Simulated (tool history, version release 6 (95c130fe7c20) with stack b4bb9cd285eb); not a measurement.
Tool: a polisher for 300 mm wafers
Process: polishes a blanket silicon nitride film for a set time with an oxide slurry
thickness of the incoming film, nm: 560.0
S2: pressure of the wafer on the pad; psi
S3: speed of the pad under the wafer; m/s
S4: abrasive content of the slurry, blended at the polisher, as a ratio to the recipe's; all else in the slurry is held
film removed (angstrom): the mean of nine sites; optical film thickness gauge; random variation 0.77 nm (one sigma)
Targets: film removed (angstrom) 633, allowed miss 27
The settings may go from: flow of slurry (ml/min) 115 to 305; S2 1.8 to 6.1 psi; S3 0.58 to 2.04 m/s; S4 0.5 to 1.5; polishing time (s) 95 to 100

run 1 hour=0 | flow_of_slurry_(ml/min)=195 S2=3.9 S3=1.3 S4=1 polishing_time_(s)=95 | film_removed_(angstrom)=951.55
run 2 hour=0.7 | flow_of_slurry_(ml/min)=195 S2=3.9 S3=1.3 S4=1.2 polishing_time_(s)=95 | film_removed_(angstrom)=1002.4
run 3 hour=7.5 | flow_of_slurry_(ml/min)=150 S2=3.9 S3=1.3 S4=1.2 polishing_time_(s)=95 | film_removed_(angstrom)=945.01
run 4 hour=10.5 | flow_of_slurry_(ml/min)=145 S2=3.5 S3=1.28 S4=1.2 polishing_time_(s)=95 | film_removed_(angstrom)=849.73
run 5 hour=17 | flow_of_slurry_(ml/min)=145 S2=3.5 S3=1.28 S4=1 polishing_time_(s)=95 | film_removed_(angstrom)=807.95
run 6 hour=20.6 | flow_of_slurry_(ml/min)=145 S2=3.1 S3=1.28 S4=1 polishing_time_(s)=95 | film_removed_(angstrom)=698.03
run 7 hour=23.1 | flow_of_slurry_(ml/min)=145 S2=3 S3=1.28 S4=1 polishing_time_(s)=95 | film_removed_(angstrom)=687.69
run 8 hour=26.5 | flow_of_slurry_(ml/min)=145 S2=2.6 S3=1.28 S4=1 polishing_time_(s)=95 | film_removed_(angstrom)=595.58

Which of these 4 next moves meets every target?
run A hour=29.9 | flow_of_slurry_(ml/min)=150 S2=2.7 S3=1.14 S4=0.95 polishing_time_(s)=97 | film_removed_(angstrom)=?
run B hour=29.9 | flow_of_slurry_(ml/min)=115 S2=3.2 S3=0.94 S4=0.8 polishing_time_(s)=99 | film_removed_(angstrom)=?
run C hour=29.9 | flow_of_slurry_(ml/min)=145 S2=2.6 S3=1 S4=1.05 polishing_time_(s)=98 | film_removed_(angstrom)=?
run D hour=29.9 | flow_of_slurry_(ml/min)=115 S2=3.8 S3=0.88 S4=0.8 polishing_time_(s)=100 | film_removed_(angstrom)=?

move=A film_removed_(angstrom)=582.56
move=B film_removed_(angstrom)=548.68
move=C film_removed_(angstrom)=543.06
move=D film_removed_(angstrom)=630.81
A: further off than the last run
B: further off than the last run
C: further off than the last run
D: meets every target
The right move is D.
